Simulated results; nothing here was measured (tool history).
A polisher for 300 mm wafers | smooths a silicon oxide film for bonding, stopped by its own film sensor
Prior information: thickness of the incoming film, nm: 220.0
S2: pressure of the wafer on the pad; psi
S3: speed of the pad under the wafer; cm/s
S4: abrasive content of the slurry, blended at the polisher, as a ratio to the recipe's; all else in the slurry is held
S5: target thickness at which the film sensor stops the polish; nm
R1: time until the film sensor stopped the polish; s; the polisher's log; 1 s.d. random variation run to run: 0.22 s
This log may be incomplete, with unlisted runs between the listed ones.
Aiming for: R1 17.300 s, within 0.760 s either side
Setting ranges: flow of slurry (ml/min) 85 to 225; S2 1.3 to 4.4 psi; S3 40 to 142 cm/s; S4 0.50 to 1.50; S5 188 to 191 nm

{"run": 1, "day": 0.0, "flow of slurry (ml/min)": 145, "S2": 2.8, "S3": 90, "S4": 1.0, "S5": 188, "R1": 26.251}
{"run": 2, "day": 0.204, "flow of slurry (ml/min)": 145, "S2": 2.8, "S3": 78, "S4": 1.0, "S5": 188, "R1": 29.691}
{"run": 3, "day": 0.425, "flow of slurry (ml/min)": 145, "S2": 3.1, "S3": 78, "S4": 1.0, "S5": 188, "R1": 26.71}
{"run": 4, "day": 0.596, "flow of slurry (ml/min)": 145, "S2": 3.2, "S3": 78, "S4": 1.0, "S5": 188, "R1": 25.048}
{"run": 5, "day": 0.875, "flow of slurry (ml/min)": 145, "S2": 2.8, "S3": 78, "S4": 1.0, "S5": 188, "R1": 29.363}
{"run": 6, "day": 1.129, "flow of slurry (ml/min)": 145, "S2": 2.9, "S3": 78, "S4": 1.0, "S5": 188, "R1": 28.018}
{"run": 7, "day": 1.254, "flow of slurry (ml/min)": 145, "S2": 3.0, "S3": 78, "S4": 1.0, "S5": 188, "R1": 27.055}
{"run": 8, "day": 1.396, "flow of slurry (ml/min)": 145, "S2": 3.1, "S3": 78, "S4": 1.0, "S5": 188, "R1": 26.957}
{"run": 9, "day": 1.492, "flow of slurry (ml/min)": 145, "S2": 3.2, "S3": 78, "S4": 1.0, "S5": 188, "R1": 25.793}
{"run": 10, "day": 1.788, "flow of slurry (ml/min)": 145, "S2": 3.3, "S3": 78, "S4": 1.0, "S5": 188, "R1": 25.302}
{"run": 11, "day": 2.054, "flow of slurry (ml/min)": 145, "S2": 3.4, "S3": 78, "S4": 1.0, "S5": 188, "R1": 24.204}
{"run": 12, "day": 2.404, "flow of slurry (ml/min)": 145, "S2": 3.5, "S3": 78, "S4": 1.0, "S5": 188, "R1": 23.357}
{"run": 13, "day": 2.467, "flow of slurry (ml/min)": 145, "S2": 3.6, "S3": 78, "S4": 1.0, "S5": 188, "R1": 23.359}
{"run": 14, "day": 2.758, "flow of slurry (ml/min)": 145, "S2": 3.7, "S3": 78, "S4": 1.0, "S5": 188, "R1": 22.201}
{"run": 15, "day": 2.825, "flow of slurry (ml/min)": 145, "S2": 3.8, "S3": 78, "S4": 1.0, "S5": 188, "R1": 21.758}
{"run": 16, "day": 2.871, "flow of slurry (ml/min)": 145, "S2": 3.9, "S3": 78, "S4": 1.0, "S5": 188, "R1": 21.729}
{"run": 17, "day": 3.15, "flow of slurry (ml/min)": 145, "S2": 3.9, "S3": 78, "S4": 1.0, "S5": 188, "R1": 20.774}
{"run": 18, "day": 3.312, "flow of slurry (ml/min)": 145, "S2": 4.0, "S3": 78, "S4": 1.0, "S5": 188, "R1": 20.468}

Exactly one of the 5 candidate moves below puts every result within its allowed miss. Which one?
{"run": "A", "day": 3.475, "flow of slurry (ml/min)": 150, "S2": 4.2, "S3": 76, "S4": 1.2, "S5": 188, "R1": "?"}
{"run": "B", "day": 3.475, "flow of slurry (ml/min)": 140, "S2": 4.4, "S3": 54, "S4": 0.95, "S5": 191, "R1": "?"}
{"run": "C", "day": 3.475, "flow of slurry (ml/min)": 175, "S2": 4.2, "S3": 58, "S4": 0.85, "S5": 188, "R1": "?"}
{"run": "D", "day": 3.475, "flow of slurry (ml/min)": 125, "S2": 3.8, "S3": 74, "S4": 1.1, "S5": 188, "R1": "?"}
{"run": "E", "day": 3.475, "flow of slurry (ml/min)": 155, "S2": 4.1, "S3": 82, "S4": 1.05, "S5": 191, "R1": "?"}

move=A R1=18.184
move=B R1=22.979
move=C R1=25.540
move=D R1=22.083
move=E R1=16.778
A: better than the last run, though not everything is in spec
B: its largest miss is bigger than the last run's
C: its largest miss is bigger than the last run's
D: its largest miss is bigger than the last run's
E: in spec on every target
Move E is the one to make.

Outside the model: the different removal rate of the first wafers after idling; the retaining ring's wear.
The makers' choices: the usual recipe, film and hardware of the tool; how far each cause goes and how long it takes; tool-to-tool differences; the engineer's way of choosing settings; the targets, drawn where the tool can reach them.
